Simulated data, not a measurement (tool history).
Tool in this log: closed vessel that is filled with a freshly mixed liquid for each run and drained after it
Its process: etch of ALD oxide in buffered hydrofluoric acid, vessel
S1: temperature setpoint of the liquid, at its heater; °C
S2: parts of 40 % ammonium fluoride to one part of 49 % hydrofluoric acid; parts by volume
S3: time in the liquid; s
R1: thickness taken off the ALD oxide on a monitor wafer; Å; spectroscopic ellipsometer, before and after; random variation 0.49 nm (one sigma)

| run | day | S1 | S2 | S3 | R1 |
|---|---|---|---|---|---|
| 1 | 0.000 | 21.0 | 12.5 | 90 | 787.43 |
| 2 | 0.217 | 22.5 | 12.5 | 90 | 850.86 |
| 3 | 0.583 | 22.5 | 12.5 | 90 | 855.60 |
| 4 | 0.704 | 23.5 | 12.5 | 90 | 900.67 |
| 5 | 0.904 | 24.0 | 12.5 | 90 | 916.75 |
| 6 | 1.204 | 24.0 | 10.5 | 90 | 1093.40 |

Run 7, settings as shown, results not yet in. Your forecast:
| 7 | 1.550 | 24.0 | 10.5 | 90 | ? |

Run 7 came out at R1 1092.00 Å.
